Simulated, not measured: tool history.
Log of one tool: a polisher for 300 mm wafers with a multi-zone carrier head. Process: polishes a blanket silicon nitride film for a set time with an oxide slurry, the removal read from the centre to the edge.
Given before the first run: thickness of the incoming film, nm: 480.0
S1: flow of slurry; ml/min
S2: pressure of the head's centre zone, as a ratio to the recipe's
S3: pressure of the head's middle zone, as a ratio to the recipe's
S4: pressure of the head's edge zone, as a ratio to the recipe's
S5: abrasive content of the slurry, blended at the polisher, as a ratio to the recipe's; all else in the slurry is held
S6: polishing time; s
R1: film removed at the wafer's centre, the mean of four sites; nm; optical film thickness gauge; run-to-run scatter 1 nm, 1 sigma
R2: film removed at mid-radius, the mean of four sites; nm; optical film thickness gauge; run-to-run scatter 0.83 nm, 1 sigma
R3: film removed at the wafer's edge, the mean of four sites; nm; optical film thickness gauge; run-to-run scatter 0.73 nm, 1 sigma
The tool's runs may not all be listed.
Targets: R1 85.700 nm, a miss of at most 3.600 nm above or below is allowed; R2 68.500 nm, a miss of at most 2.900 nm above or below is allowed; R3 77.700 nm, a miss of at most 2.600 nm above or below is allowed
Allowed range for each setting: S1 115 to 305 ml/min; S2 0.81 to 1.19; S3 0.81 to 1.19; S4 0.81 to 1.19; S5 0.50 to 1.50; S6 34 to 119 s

run,hour,S1,S2,S3,S4,S5,S6,R1,R2,R3
1,0.0,195,1.00,1.00,1.00,1.00,76,67.012,64.941,64.135
2,4.4,195,1.00,1.00,1.00,1.00,66,57.415,56.824,55.697
3,10.2,195,1.00,1.00,1.00,0.85,66,54.655,53.257,52.673
4,16.9,200,1.03,0.98,1.04,1.00,67,59.698,57.081,57.748
5,22.3,200,1.03,0.98,1.04,1.15,67,64.930,59.300,61.827
6,24.0,210,1.05,0.98,1.07,1.25,67,66.997,61.785,64.480
7,28.5,210,1.07,0.97,1.08,1.30,68,70.615,63.086,67.053
8,33.3,215,1.09,0.96,1.09,1.35,69,75.165,62.960,69.265
9,41.6,220,1.10,0.96,1.10,1.40,70,77.408,65.890,71.506

Which of these 4 next moves meets every target?
A,49.9,250,1.10,0.90,1.10,1.30,78,?,?,?
B,49.9,170,1.13,1.03,1.14,1.45,71,?,?,?
C,49.9,210,1.07,1.02,1.16,1.40,75,?,?,?
D,49.9,235,1.02,0.93,1.15,1.45,73,?,?,?

move,R1,R2,R3
A,85.296,69.128,78.630
B,78.911,69.882,73.088
C,80.211,74.232,78.432
D,76.272,68.576,77.708
A: every result within its allowed miss
B: gains on the last run, yet a result remains outside its allowed miss
C: the worst result of the last run now meets its target, but another is out of spec
D: the worst result of the last run now meets its target, but another is out of spec
Answer: A
